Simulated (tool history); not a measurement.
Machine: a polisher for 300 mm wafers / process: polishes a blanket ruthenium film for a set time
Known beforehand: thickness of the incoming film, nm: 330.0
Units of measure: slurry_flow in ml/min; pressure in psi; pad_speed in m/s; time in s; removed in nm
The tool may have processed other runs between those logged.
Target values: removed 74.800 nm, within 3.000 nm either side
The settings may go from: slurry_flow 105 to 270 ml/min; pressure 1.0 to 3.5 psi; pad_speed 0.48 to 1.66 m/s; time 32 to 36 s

run,hour,slurry_flow,pressure,pad_speed,time,removed
1,0.0,175,2.2,1.06,36,43.903
2,8.5,175,2.4,1.06,36,48.296
3,12.4,145,2.4,1.06,36,44.827
4,16.2,165,2.6,1.06,36,50.692
5,19.4,180,2.7,1.06,36,52.829
6,28.4,185,2.9,1.06,36,56.439
7,32.2,190,3.0,1.08,36,61.083
8,34.7,205,3.5,1.08,36,70.865

Pick the move, out of 5, that brings all results within their allowed miss; only one does.
A,37.2,185,3.3,1.24,36,?
B,37.2,245,3.5,1.24,36,?
C,37.2,195,3.5,1.28,36,?
D,37.2,200,3.5,1.20,32,?
E,37.2,195,3.4,1.12,34,?

move,removed
A,73.558
B,81.608
C,80.660
D,68.178
E,66.200
A: in spec on every target
B: moves the result that the last run missed by most past its target, out the other side
C: moves the result that the last run missed by most past its target, out the other side
D: the biggest miss grows against the last run
E: the biggest miss grows against the last run
The right move is A.
